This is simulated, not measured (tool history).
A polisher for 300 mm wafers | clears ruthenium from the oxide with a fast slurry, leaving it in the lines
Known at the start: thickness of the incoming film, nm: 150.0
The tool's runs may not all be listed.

| run | hour | flow of slurry (ml/min) | pressure of the wafer on the pad (kPa) | speed of the pad under the wafer (m/s) | abrasive content of the slurry | overpolish time after the end point (s) | time until the end point was called (s) | dishing of a wide line in a test structure (angstrom) |
|---|---|---|---|---|---|---|---|---|
| 1 | 0 | 190 | 13.1 | 1 | 1 | 11 | 48.101 | 302.88 |
| 2 | 7.2 | 190 | 14.5 | 1 | 1 | 11 | 44.508 | 328.41 |
| 3 | 8.1 | 165 | 14.5 | 1 | 1 | 11 | 45.529 | 317.55 |
| 4 | 10.3 | 165 | 13.8 | 1 | 1 | 12 | 46.758 | 332.74 |
| 5 | 14.8 | 180 | 13.8 | 1 | 1 | 12 | 45.802 | 341.13 |
|  | 16.2 | worn pad replaced by a new one |
| 6 | 16.2 | 180 | 13.8 | 1 | 1 | 14 | 42.237 | 406.65 |
| 7 | 21.9 | 175 | 13.1 | 1 | 1 | 15 | 45.127 | 426.02 |
| 8 | 27 | 175 | 13.1 | 1 | 1 | 15 | 46.902 | 410.02 |
| 9 | 29.9 | 170 | 12.4 | 1 | 1 | 15 | 48.192 | 388.16 |
| 10 | 32.5 | 170 | 12.4 | 1 | 1 | 15 | 49.418 | 389.55 |
| 11 | 38 | 165 | 12.4 | 1 | 1 | 15 | 50.009 | 390.19 |

Run 12 comes next. What will it give?
| 12 | 43 | 160 | 12.4 | 1 | 1 | 15 | ? | ? |

time until the end point was called (s): 50.368
dishing of a wide line in a test structure (angstrom): 391.78
